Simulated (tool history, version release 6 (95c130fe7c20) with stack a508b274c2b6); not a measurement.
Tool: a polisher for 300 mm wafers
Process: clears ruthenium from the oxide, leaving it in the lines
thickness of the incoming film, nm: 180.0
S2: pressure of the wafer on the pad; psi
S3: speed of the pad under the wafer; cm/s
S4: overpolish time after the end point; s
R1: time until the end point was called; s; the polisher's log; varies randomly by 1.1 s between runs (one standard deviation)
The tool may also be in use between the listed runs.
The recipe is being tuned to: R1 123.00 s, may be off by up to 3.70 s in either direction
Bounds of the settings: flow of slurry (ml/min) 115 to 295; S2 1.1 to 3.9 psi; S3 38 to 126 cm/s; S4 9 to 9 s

run 1 day=0.000 | flow_of_slurry_(ml/min)=190 S2=2.5 S3=82 S4=9 | R1=149.82
run 2 day=0.142 | flow_of_slurry_(ml/min)=190 S2=2.5 S3=82 S4=9 | R1=150.89
run 3 day=0.183 | flow_of_slurry_(ml/min)=190 S2=2.5 S3=82 S4=9 | R1=150.32
run 4 day=0.554 | flow_of_slurry_(ml/min)=195 S2=2.6 S3=82 S4=9 | R1=144.01
run 5 day=0.879 | flow_of_slurry_(ml/min)=195 S2=2.6 S3=82 S4=9 | R1=144.75
run 6 day=1.146 | flow_of_slurry_(ml/min)=195 S2=2.7 S3=82 S4=9 | R1=137.54
run 7 day=1.471 | flow_of_slurry_(ml/min)=200 S2=2.8 S3=82 S4=9 | R1=135.41
run 8 day=1.508 | flow_of_slurry_(ml/min)=200 S2=2.9 S3=82 S4=9 | R1=132.89

4 next moves are on the table. One of them brings every result within its allowed miss. Which?
run A day=1.546 | flow_of_slurry_(ml/min)=210 S2=2.6 S3=96 S4=9 | R1=?
run B day=1.546 | flow_of_slurry_(ml/min)=215 S2=2.8 S3=74 S4=9 | R1=?
run C day=1.546 | flow_of_slurry_(ml/min)=245 S2=2.7 S3=84 S4=9 | R1=?
run D day=1.546 | flow_of_slurry_(ml/min)=170 S2=2.8 S3=86 S4=9 | R1=?

move=A R1=124.24
move=B R1=147.58
move=C R1=133.56
move=D R1=132.27
A: meets every target
B: lands further from the targets than the last run did
C: lands further from the targets than the last run did
D: better than the last run, though not everything is in spec
Go with A: it meets all targets.
